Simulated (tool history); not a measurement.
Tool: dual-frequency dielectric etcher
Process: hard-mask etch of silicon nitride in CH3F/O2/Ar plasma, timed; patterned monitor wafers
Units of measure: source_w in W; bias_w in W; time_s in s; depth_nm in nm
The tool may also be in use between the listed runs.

run,day,source_w,bias_w,time_s,depth_nm
1,0.000,470,86,169.5,144.81
2,0.346,480,86,169.5,146.12
3,0.450,490,86,169.5,146.71
4,0.750,490,86,156.0,135.78
5,0.800,490,86,169.5,147.46
6,1.067,500,86,169.5,148.01

For run 7, what comes out?
7,1.112,510,86,169.5,?

{"run 7": {"depth_nm": 149.8}}

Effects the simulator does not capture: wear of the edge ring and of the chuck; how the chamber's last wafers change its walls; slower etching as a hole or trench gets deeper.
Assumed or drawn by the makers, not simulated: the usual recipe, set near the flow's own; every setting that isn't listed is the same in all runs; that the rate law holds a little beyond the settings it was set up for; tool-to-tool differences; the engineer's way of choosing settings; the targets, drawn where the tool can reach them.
